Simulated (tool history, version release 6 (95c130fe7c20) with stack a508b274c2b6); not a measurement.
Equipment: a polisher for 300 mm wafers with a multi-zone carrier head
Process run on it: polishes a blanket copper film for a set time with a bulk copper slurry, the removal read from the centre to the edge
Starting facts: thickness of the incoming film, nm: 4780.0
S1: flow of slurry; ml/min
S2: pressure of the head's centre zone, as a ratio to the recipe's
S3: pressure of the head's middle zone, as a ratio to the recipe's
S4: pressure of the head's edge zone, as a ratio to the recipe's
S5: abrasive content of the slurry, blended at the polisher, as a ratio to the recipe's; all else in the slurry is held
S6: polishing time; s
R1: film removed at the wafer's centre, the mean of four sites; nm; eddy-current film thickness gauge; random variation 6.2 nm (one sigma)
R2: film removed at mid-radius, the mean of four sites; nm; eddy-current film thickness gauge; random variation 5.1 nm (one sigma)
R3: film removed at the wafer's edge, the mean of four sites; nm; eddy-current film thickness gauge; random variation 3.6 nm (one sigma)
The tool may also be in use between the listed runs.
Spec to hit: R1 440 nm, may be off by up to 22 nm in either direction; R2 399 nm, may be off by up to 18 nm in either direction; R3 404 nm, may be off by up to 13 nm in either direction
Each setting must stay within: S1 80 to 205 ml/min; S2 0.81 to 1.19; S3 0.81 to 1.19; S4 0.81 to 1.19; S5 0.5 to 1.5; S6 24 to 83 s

Run 1, hour 0: S1 135 ml/min, S2 1, S3 1, S4 1, S5 1, S6 53 s. Result: R1 535.62 nm, R2 528.15 nm, R3 510.74 nm.
Run 2, hour 4: S1 135 ml/min, S2 0.94, S3 1, S4 1, S5 1, S6 53 s. Result: R1 507.75 nm, R2 508.28 nm, R3 510.74 nm.
Run 3, hour 6.3: S1 135 ml/min, S2 0.88, S3 1, S4 1, S5 1, S6 53 s. Result: R1 488.36 nm, R2 500.59 nm, R3 503.16 nm.
Run 4, hour 7.6: S1 135 ml/min, S2 0.88, S3 1, S4 1, S5 1, S6 47 s. Result: R1 416.63 nm, R2 457.12 nm, R3 450.09 nm.
At hour 13.1: edge zone pressure recalibrated.
Run 5, hour 13.1: S1 135 ml/min, S2 0.88, S3 1, S4 1, S5 0.8, S6 47 s. Result: R1 388 nm, R2 429.05 nm, R3 437.23 nm.
Run 6, hour 15.5: S1 135 ml/min, S2 0.94, S3 1, S4 1, S5 0.8, S6 47 s. Result: R1 413.92 nm, R2 432.08 nm, R3 435.18 nm.
Run 7, hour 18.1: S1 135 ml/min, S2 0.95, S3 0.99, S4 0.99, S5 0.8, S6 47 s. Result: R1 423.7 nm, R2 429.84 nm, R3 432.18 nm.
Run 8, hour 21: S1 135 ml/min, S2 0.95, S3 0.98, S4 0.98, S5 0.8, S6 47 s. Result: R1 420.47 nm, R2 428.92 nm, R3 428.81 nm.

Consider the 4 candidate settings below. Which is the only one whose results all fall within their allowed miss of target?
Run A, hour 23.9: S1 120 ml/min, S2 0.99, S3 0.94, S4 0.88, S5 0.75, S6 45 s. Result: R1 ?, R2 ?, R3 ?.
Run B, hour 23.9: S1 145 ml/min, S2 1.01, S3 0.95, S4 0.91, S5 0.95, S6 43 s. Result: R1 ?, R2 ?, R3 ?.
Run C, hour 23.9: S1 175 ml/min, S2 0.92, S3 1.19, S4 0.85, S5 0.85, S6 43 s. Result: R1 ?, R2 ?, R3 ?.
Run D, hour 23.9: S1 150 ml/min, S2 0.95, S3 0.93, S4 1.05, S5 0.75, S6 49 s. Result: R1 ?, R2 ?, R3 ?.

move      R1      R2      R3
   A  401.42  382.99  380.27
   B  439.34  411.94  408.33
   C  399.07   482.4  388.77
   D  437.75  429.86  462.47
A: takes the result that was furthest off past its target
B: all results land within tolerance of their targets
C: takes the result that was furthest off past its target
D: misses by more than the last run did
The right move is B.

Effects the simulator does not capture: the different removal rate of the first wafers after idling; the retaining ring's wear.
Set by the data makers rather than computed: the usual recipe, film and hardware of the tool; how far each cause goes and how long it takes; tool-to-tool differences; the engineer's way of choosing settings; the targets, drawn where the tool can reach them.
